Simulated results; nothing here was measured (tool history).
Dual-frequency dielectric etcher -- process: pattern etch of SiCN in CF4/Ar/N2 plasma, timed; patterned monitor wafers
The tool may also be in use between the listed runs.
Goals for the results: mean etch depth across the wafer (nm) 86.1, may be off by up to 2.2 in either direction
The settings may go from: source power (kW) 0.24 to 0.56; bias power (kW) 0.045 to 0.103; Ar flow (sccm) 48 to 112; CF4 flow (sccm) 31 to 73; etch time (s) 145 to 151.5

| run | hour | source power (kW) | bias power (kW) | Ar flow (sccm) | CF4 flow (sccm) | etch time (s) | mean etch depth across the wafer (nm) |
|---|---|---|---|---|---|---|---|
| 1 | 0 | 0.4 | 0.074 | 80 | 52 | 145 | 125.87 |
| 2 | 4.8 | 0.36 | 0.072 | 81 | 52 | 145 | 110.89 |
| 3 | 5.6 | 0.31 | 0.072 | 81 | 52 | 145 | 94.324 |
| 4 | 10.6 | 0.31 | 0.072 | 81 | 57 | 145 | 95.53 |
| 5 | 18.6 | 0.26 | 0.072 | 81 | 57 | 145 | 78.215 |
| 6 | 26.9 | 0.26 | 0.072 | 81 | 48 | 145 | 76.402 |
| 7 | 32.9 | 0.27 | 0.072 | 81 | 48 | 145 | 79.957 |
| 8 | 36.5 | 0.28 | 0.072 | 81 | 48 | 145 | 82.95 |

Pick the move, out of 4, that brings all results within their allowed miss; only one does.
| A | 40.1 | 0.28 | 0.071 | 76 | 44 | 145 | ? |
| B | 40.1 | 0.3 | 0.077 | 74 | 42 | 145 | ? |
| C | 40.1 | 0.3 | 0.065 | 66 | 42 | 146 | ? |
| D | 40.1 | 0.27 | 0.09 | 88 | 44 | 151.5 | ? |

| move | mean etch depth across the wafer (nm) |
|---|---|
| A | 82.366 |
| B | 92.335 |
| C | 86.969 |
| D | 90.939 |
A: lands further from the targets than the last run did
B: takes the result that was furthest off past its target
C: every result within its allowed miss
D: takes the result that was furthest off past its target
C meets every target.
